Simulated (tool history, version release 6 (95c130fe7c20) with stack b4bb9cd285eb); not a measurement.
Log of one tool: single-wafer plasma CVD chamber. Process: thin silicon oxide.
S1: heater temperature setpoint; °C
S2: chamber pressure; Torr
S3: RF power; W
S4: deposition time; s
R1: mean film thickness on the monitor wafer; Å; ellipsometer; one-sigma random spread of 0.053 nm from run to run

Run 1, hour 0.0: S1 375 °C, S2 0.678 Torr, S3 260 W, S4 13.9 s. Result: R1 187.31 Å.
Run 2, hour 8.7: S1 375 °C, S2 0.759 Torr, S3 260 W, S4 13.9 s. Result: R1 209.13 Å.
Run 3, hour 9.7: S1 375 °C, S2 0.728 Torr, S3 260 W, S4 13.9 s. Result: R1 199.76 Å.
Run 4, hour 13.1: S1 375 °C, S2 0.728 Torr, S3 290 W, S4 13.9 s. Result: R1 212.87 Å.
Run 5, hour 21.5: S1 375 °C, S2 0.728 Torr, S3 290 W, S4 13.9 s. Result: R1 213.24 Å.
Run 6, hour 26.5: S1 375 °C, S2 0.696 Torr, S3 290 W, S4 13.9 s. Result: R1 204.27 Å.
Run 7, hour 27.3: S1 375 °C, S2 0.560 Torr, S3 285 W, S4 13.9 s. Result: R1 164.21 Å.
Run 8, hour 29.5: S1 375 °C, S2 0.548 Torr, S3 285 W, S4 13.9 s. Result: R1 161.79 Å.
Run 9, hour 34.5: S1 375 °C, S2 0.537 Torr, S3 285 W, S4 13.9 s. Result: R1 158.32 Å.
Run 10, hour 35.8: S1 375 °C, S2 0.528 Torr, S3 285 W, S4 13.9 s. Result: R1 156.06 Å.

Run 11, settings as shown, results not yet in. Your forecast:
Run 11, hour 43.4: S1 375 °C, S2 0.520 Torr, S3 285 W, S4 13.9 s. Result: R1 ?.

R1: 153.88 Å
